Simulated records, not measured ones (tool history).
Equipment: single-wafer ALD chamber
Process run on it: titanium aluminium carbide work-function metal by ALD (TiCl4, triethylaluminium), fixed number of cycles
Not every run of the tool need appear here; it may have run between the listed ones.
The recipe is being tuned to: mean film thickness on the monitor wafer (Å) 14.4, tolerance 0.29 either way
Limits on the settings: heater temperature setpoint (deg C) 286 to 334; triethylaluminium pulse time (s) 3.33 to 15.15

run	day	heater temperature setpoint (deg C)	triethylaluminium pulse time (s)	mean film thickness on the monitor wafer (Å)
1	0	310	9.24	20.093
2	0.108	305	9.24	19.617
3	0.142	305	11.49	20.007
4	0.496	305	9.83	19.825
5	0.675	295	9.83	18.92
6	0.846	289	9.83	18.456
7	1.133	286	6.87	16.308
8	1.279	286	6.41	15.952
9	1.642	286	3.45	7.8187
10	1.858	286	3.86	9.7255
11	1.975	286	4.19	10.902
12	2.271	286	4.45	11.956
13	2.571	286	4.63	12.423
14	2.596	298	7.11	17.591
15	2.933	297	7	17.453
16	3.008	297	7	17.546
17	3.104	296	6.88	17.408
18	3.375	295	6.76	17.042
19	3.675	286	3.8	9.4039
20	3.888	287	4.11	10.734

4 next moves are on the table. One of them brings every result within its allowed miss. Which?
A	4.1	292	5.54	?
B	4.1	288	5.39	?
C	4.1	294	4.97	?
D	4.1	288	5.87	?

move	mean film thickness on the monitor wafer (Å)
A	14.858
B	14.298
C	13.68
D	15.2
A: moves the result that the last run missed by most past its target, out the other side
B: meets every target
C: moves toward the targets from the last run without getting all of them in spec
D: moves the result that the last run missed by most past its target, out the other side
Answer: B
